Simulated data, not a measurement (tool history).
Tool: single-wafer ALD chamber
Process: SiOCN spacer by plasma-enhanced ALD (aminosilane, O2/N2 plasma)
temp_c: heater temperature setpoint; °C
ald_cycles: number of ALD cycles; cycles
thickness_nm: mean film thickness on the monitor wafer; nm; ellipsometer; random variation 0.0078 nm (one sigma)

run 1 day=0 | temp_c=390 ald_cycles=83 | thickness_nm=4.6802
run 2 day=0.362 | temp_c=390 ald_cycles=80 | thickness_nm=4.5302
run 3 day=0.479 | temp_c=390 ald_cycles=77 | thickness_nm=4.3347
run 4 day=0.8 | temp_c=390 ald_cycles=75 | thickness_nm=4.2347
run 5 day=1.1 | temp_c=390 ald_cycles=69 | thickness_nm=3.9066
run 6 day=1.229 | temp_c=390 ald_cycles=68 | thickness_nm=3.8395
run 7 day=1.362 | temp_c=390 ald_cycles=67 | thickness_nm=3.7838
run 8 day=1.604 | temp_c=390 ald_cycles=67 | thickness_nm=3.761

Run 9 comes next. What will it give?
run 9 day=1.971 | temp_c=390 ald_cycles=58 | thickness_nm=?

For run 9 the tool returned thickness_nm 3.2648 nm.
